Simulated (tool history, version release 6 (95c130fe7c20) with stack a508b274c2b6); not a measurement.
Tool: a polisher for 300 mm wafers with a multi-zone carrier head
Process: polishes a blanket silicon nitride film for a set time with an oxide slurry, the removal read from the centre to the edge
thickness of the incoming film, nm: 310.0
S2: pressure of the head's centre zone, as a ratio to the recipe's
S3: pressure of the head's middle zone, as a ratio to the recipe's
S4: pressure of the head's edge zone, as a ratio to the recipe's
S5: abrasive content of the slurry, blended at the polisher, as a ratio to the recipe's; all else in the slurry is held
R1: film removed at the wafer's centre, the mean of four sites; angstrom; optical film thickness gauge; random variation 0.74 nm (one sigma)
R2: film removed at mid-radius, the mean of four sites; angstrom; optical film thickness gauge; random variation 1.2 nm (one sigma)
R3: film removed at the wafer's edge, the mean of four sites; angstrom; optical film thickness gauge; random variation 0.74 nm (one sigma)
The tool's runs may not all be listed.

Run 1, hour 0: flow of slurry (ml/min) 155, S2 1, S3 1, S4 1, S5 1, polishing time (s) 70. Result: R1 629.98 angstrom, R2 619.95 angstrom, R3 639.71 angstrom.
Run 2, hour 1.9: flow of slurry (ml/min) 155, S2 1, S3 0.91, S4 1, S5 1, polishing time (s) 70. Result: R1 628.68 angstrom, R2 588.03 angstrom, R3 639.36 angstrom.
Run 3, hour 2.4: flow of slurry (ml/min) 155, S2 1.08, S3 0.91, S4 1, S5 1, polishing time (s) 70. Result: R1 690.66 angstrom, R2 585.87 angstrom, R3 634.15 angstrom.
Run 4, hour 7.8: flow of slurry (ml/min) 170, S2 1.07, S3 0.97, S4 1.03, S5 1.1, polishing time (s) 70. Result: R1 724.08 angstrom, R2 649.19 angstrom, R3 684.56 angstrom.
Run 5, hour 9.9: flow of slurry (ml/min) 210, S2 1.07, S3 0.97, S4 1.03, S5 1.1, polishing time (s) 70. Result: R1 764.09 angstrom, R2 698.31 angstrom, R3 710.72 angstrom.
Run 6, hour 14.4: flow of slurry (ml/min) 210, S2 1.07, S3 0.97, S4 1.03, S5 1.2, polishing time (s) 70. Result: R1 795.95 angstrom, R2 720.34 angstrom, R3 745.91 angstrom.
Run 7, hour 17.2: flow of slurry (ml/min) 220, S2 1.06, S3 1, S4 1.05, S5 1.25, polishing time (s) 70. Result: R1 812.89 angstrom, R2 757.03 angstrom, R3 761.85 angstrom.
Run 8, hour 18.3: flow of slurry (ml/min) 225, S2 1.04, S3 1.02, S4 1.07, S5 1.3, polishing time (s) 70. Result: R1 808.19 angstrom, R2 800.83 angstrom, R3 798.05 angstrom.
Run 9, hour 27.1: flow of slurry (ml/min) 230, S2 1.04, S3 1.03, S4 1.08, S5 1.3, polishing time (s) 70. Result: R1 812.21 angstrom, R2 796.82 angstrom, R3 792.67 angstrom.

Run 10 comes next. What will it give?
At hour 33.4: slurry nozzle cleaned.
Run 10, hour 33.4: flow of slurry (ml/min) 230, S2 1.04, S3 1.04, S4 1.08, S5 1.3, polishing time (s) 70. Result: R1 ?, R2 ?, R3 ?.

Run 10 gave R1 850.1 angstrom, R2 840.92 angstrom, R3 825.6 angstrom.
